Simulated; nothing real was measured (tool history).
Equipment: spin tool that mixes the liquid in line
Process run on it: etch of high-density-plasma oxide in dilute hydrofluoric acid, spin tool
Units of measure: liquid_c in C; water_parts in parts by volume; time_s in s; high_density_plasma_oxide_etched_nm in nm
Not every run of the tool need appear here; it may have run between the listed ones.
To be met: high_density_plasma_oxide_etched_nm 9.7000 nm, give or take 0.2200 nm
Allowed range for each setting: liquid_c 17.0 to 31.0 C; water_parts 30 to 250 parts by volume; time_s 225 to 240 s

| run | day | liquid_c | water_parts | time_s | high_density_plasma_oxide_etched_nm |
|---|---|---|---|---|---|
| 1 | 0.000 | 23.0 | 140 | 225 | 13.6380 |
| 2 | 0.312 | 23.0 | 140 | 225 | 13.5350 |
| 3 | 0.638 | 23.0 | 140 | 225 | 13.5340 |
| 4 | 0.971 | 23.0 | 140 | 225 | 13.4590 |
| 5 | 1.142 | 23.0 | 140 | 240 | 14.2950 |
| 6 | 1.346 | 21.5 | 145 | 240 | 13.0860 |
| 7 | 1.608 | 20.0 | 150 | 240 | 11.8320 |
| 8 | 1.850 | 19.0 | 155 | 240 | 10.9680 |

Which one of the following 5 next-run settings gets every result inside its allowed miss? There is exactly one.
| A | 2.092 | 17.0 | 160 | 225 | ? |
| B | 2.092 | 19.5 | 180 | 235 | ? |
| C | 2.092 | 18.5 | 155 | 230 | ? |
| D | 2.092 | 18.0 | 145 | 225 | ? |
| E | 2.092 | 17.0 | 150 | 225 | ? |

| move | high_density_plasma_oxide_etched_nm |
|---|---|
| A | 8.9971 |
| B | 9.0537 |
| C | 10.1380 |
| D | 10.4930 |
| E | 9.6898 |
A: carries the result that was furthest off beyond its target, to the other side
B: carries the result that was furthest off beyond its target, to the other side
C: nearer the targets than the last run, but a result is still out of spec
D: nearer the targets than the last run, but a result is still out of spec
E: hits every target within its allowed miss
Move E is the one to make.

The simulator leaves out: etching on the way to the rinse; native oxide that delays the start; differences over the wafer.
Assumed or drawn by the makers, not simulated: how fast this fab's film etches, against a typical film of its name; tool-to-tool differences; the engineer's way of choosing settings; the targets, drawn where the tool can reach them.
